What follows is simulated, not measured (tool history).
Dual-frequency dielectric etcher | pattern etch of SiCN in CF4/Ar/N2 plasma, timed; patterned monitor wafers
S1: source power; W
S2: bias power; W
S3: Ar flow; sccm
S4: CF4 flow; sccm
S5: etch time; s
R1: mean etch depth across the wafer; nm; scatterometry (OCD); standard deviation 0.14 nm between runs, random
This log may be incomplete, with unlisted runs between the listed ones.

run	hour	S1	S2	S3	S4	S5	R1
1	0	430	84	139	45	73	59.17
2	6.9	400	84	139	45	73	56.151
3	14.1	380	84	139	45	73	54.151
4	17	380	94	139	45	73	56.799
5	21.1	350	94	139	45	73	53.924
6	25	350	94	139	48	73	54.39
7	26.9	330	94	139	48	73	52.243
8	35.1	310	94	139	48	73	50.106

The next listed run, before its measurement:
9	38.7	300	94	139	48	73	?

Run 9 yielded R1 48.988 nm.

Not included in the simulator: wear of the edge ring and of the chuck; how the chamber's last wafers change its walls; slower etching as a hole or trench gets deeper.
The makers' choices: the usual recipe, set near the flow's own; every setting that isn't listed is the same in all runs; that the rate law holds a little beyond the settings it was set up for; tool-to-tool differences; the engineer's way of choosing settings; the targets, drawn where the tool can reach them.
